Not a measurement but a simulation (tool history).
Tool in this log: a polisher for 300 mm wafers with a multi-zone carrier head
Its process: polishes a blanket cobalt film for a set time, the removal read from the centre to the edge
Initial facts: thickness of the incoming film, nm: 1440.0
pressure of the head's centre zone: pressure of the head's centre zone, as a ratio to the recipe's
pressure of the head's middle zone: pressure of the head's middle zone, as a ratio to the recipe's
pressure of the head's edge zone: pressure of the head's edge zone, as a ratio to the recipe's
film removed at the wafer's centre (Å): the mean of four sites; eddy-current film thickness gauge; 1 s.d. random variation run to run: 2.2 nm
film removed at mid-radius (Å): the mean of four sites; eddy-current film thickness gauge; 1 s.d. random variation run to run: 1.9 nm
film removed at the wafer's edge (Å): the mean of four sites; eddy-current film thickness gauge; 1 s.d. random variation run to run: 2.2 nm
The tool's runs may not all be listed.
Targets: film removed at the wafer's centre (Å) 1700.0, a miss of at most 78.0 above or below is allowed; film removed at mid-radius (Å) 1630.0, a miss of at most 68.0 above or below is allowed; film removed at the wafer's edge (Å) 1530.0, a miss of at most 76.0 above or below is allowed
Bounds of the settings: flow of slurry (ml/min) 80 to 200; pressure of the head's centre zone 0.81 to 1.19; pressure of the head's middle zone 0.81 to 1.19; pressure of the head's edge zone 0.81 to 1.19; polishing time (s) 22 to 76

run,hour,flow of slurry (ml/min),pressure of the head's centre zone,pressure of the head's middle zone,pressure of the head's edge zone,polishing time (s),film removed at the wafer's centre (Å),film removed at mid-radius (Å),film removed at the wafer's edge (Å)
1,0.0,130,1.00,1.00,1.00,49,3081.9,2975.9,3063.5
2,0.6,120,1.01,1.00,0.95,42,2595.7,2534.8,2605.7
3,9.4,120,1.01,1.00,1.00,42,2652.8,2559.0,2676.9
4,14.6,120,1.07,1.00,1.00,42,2766.7,2532.1,2630.7
5,23.2,140,1.07,1.00,1.00,42,2842.5,2668.5,2743.4
6,30.6,125,1.08,1.01,0.95,37,2479.2,2297.0,2249.4
7,37.1,120,1.07,1.01,0.92,34,2238.5,2101.6,2085.8
8,38.5,115,1.07,1.02,0.89,31,2040.0,1896.6,1792.1
9,44.8,110,1.05,1.02,0.87,30,1890.2,1824.1,1724.3
10,45.4,105,1.05,1.02,0.85,30,1844.5,1765.8,1719.3
11,51.9,100,1.06,1.03,0.84,29,1792.1,1702.5,1633.9
12,59.5,95,1.06,1.04,0.83,29,1724.4,1677.4,1599.4
# hour 60.4: edge zone pressure recalibrated
13,60.4,95,1.07,1.04,0.82,29,1751.2,1695.6,1569.1

5 next moves are on the table. One of them brings every result within its allowed miss. Which?
A,61.3,110,1.19,1.09,0.81,26,?,?,?
B,61.3,100,1.08,1.16,0.81,28,?,?,?
C,61.3,95,1.07,1.03,0.87,28,?,?,?
D,61.3,120,1.19,1.09,0.81,25,?,?,?
E,61.3,95,1.10,0.98,0.83,29,?,?,?

move,film removed at the wafer's centre (Å),film removed at mid-radius (Å),film removed at the wafer's edge (Å)
A,1830.2,1644.7,1390.0
B,1735.2,1820.9,1468.9
C,1687.6,1619.9,1503.4
D,1804.5,1616.6,1357.0
E,1796.6,1608.5,1525.7
A: the worst result of the last run now meets its target, but another is out of spec
B: the biggest miss grows against the last run
C: every result lands within tolerance
D: the worst result of the last run now meets its target, but another is out of spec
E: the worst result of the last run now meets its target, but another is out of spec
Go with C: it meets all targets.
